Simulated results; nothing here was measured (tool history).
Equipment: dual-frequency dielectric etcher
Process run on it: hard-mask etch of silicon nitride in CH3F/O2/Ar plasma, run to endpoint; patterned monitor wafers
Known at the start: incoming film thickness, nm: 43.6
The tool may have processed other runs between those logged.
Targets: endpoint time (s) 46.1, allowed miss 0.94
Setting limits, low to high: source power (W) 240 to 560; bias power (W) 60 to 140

{"run": 1, "hour": 0.0, "source power (W)": 400, "bias power (W)": 100, "endpoint time (s)": 55.686}
{"run": 2, "hour": 1.7, "source power (W)": 400, "bias power (W)": 92, "endpoint time (s)": 57.035}
{"run": 3, "hour": 4.3, "source power (W)": 440, "bias power (W)": 98, "endpoint time (s)": 53.289}
{"run": 4, "hour": 6.5, "source power (W)": 370, "bias power (W)": 98, "endpoint time (s)": 58.17}
{"run": 5, "hour": 14.4, "source power (W)": 410, "bias power (W)": 100, "endpoint time (s)": 55.223}
{"run": 6, "hour": 18.1, "source power (W)": 360, "bias power (W)": 100, "endpoint time (s)": 59.111}
{"run": 7, "hour": 23.9, "source power (W)": 400, "bias power (W)": 102, "endpoint time (s)": 54.965}
{"run": 8, "hour": 24.6, "source power (W)": 430, "bias power (W)": 103, "endpoint time (s)": 53.587}

Pick the move, out of 4, that brings all results within their allowed miss; only one does.
{"run": "A", "hour": 25.3, "source power (W)": 350, "bias power (W)": 98, "endpoint time (s)": "?"}
{"run": "B", "hour": 25.3, "source power (W)": 500, "bias power (W)": 112, "endpoint time (s)": "?"}
{"run": "C", "hour": 25.3, "source power (W)": 490, "bias power (W)": 98, "endpoint time (s)": "?"}
{"run": "D", "hour": 25.3, "source power (W)": 560, "bias power (W)": 109, "endpoint time (s)": "?"}

move=A endpoint_time_(s)=60.016
move=B endpoint_time_(s)=48.191
move=C endpoint_time_(s)=50.782
move=D endpoint_time_(s)=46.135
A: its largest miss is bigger than the last run's
B: gains on the last run, yet a result remains outside its allowed miss
C: gains on the last run, yet a result remains outside its allowed miss
D: all results land within tolerance of their targets
The right move is D.
